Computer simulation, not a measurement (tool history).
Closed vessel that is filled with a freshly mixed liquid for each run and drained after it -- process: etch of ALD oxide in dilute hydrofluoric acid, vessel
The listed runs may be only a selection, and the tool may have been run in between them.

run  hour  temperature setpoint of the liquid (°C)  parts of water to one part of 49 % hydrofluoric acid (parts by volume)  time in the liquid (s)  thickness taken off the ALD oxide on a monitor wafer (Å)
  1   0.0                                     21.0                                                                     115                      30                                                    58.564
  2   1.6                                     21.0                                                                     115                      30                                                    59.497
  3   3.5                                     17.5                                                                     115                      30                                                    51.334
  4  10.3                                     20.0                                                                     105                      30                                                    62.049
  5  17.3                                     22.0                                                                     100                      30                                                    72.425
  6  24.1                                     19.5                                                                     100                      30                                                    64.840

What will run 7 give?
  7  27.7                                     21.5                                                                      95                      30                                                         ?

{"run 7": {"thickness taken off the ALD oxide on a monitor wafer (Å)": 74.141}}

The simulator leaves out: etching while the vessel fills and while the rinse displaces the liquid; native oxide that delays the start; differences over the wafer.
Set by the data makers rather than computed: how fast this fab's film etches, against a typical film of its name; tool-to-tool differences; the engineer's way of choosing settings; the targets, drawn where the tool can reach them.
